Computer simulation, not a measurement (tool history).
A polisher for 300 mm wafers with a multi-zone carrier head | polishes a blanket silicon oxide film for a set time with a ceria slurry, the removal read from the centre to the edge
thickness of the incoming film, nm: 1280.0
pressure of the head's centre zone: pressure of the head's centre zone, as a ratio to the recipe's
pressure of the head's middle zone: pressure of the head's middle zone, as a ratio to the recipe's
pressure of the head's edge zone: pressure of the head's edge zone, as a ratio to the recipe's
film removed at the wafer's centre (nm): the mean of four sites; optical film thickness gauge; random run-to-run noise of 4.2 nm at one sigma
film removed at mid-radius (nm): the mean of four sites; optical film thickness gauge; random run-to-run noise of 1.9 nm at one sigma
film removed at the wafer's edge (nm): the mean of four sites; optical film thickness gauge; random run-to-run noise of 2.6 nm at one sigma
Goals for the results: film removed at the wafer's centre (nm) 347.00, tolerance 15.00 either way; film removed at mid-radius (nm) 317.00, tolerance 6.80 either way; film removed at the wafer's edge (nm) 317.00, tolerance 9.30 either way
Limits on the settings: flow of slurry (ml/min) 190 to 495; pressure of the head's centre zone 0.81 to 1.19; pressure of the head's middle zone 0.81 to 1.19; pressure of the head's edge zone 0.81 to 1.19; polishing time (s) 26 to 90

run,hour,flow of slurry (ml/min),pressure of the head's centre zone,pressure of the head's middle zone,pressure of the head's edge zone,polishing time (s),film removed at the wafer's centre (nm),film removed at mid-radius (nm),film removed at the wafer's edge (nm)
1,0.0,320,1.00,1.00,1.00,58,226.67,230.92,222.23
2,6.3,330,1.05,1.02,1.05,63,255.80,257.50,250.58
3,10.3,330,1.05,1.02,1.08,63,256.02,254.56,250.42
4,14.6,330,1.05,1.06,1.08,63,258.92,264.20,251.33
5,18.3,330,1.05,1.06,1.08,58,236.99,241.61,227.91
6,25.6,330,1.05,1.06,1.08,66,273.38,276.24,260.64
7,28.8,345,1.09,1.06,1.11,69,290.31,291.14,275.86
8,32.6,335,1.12,1.04,1.12,72,314.66,296.32,293.06
9,37.6,340,1.13,1.04,1.14,73,321.51,303.11,297.39

Exercise: of the 4 proposed moves below, exactly one satisfies all targets within the stated allowed misses. Which move is it?
A,42.6,250,1.19,1.07,1.07,73,?,?,?
B,42.6,235,1.07,0.88,1.08,80,?,?,?
C,42.6,385,1.13,1.17,1.09,69,?,?,?
D,42.6,340,1.13,1.01,1.12,78,?,?,?

move,film removed at the wafer's centre (nm),film removed at mid-radius (nm),film removed at the wafer's edge (nm)
A,328.20,299.90,287.02
B,320.51,282.08,315.22
C,306.92,315.35,281.27
D,343.05,315.21,320.68
A: moves away from the targets compared with the last run
B: meets the target for the result that was furthest off, but another lies outside its allowed miss
C: moves away from the targets compared with the last run
D: all results land within tolerance of their targets
D is the move that brings every result within its allowed miss.
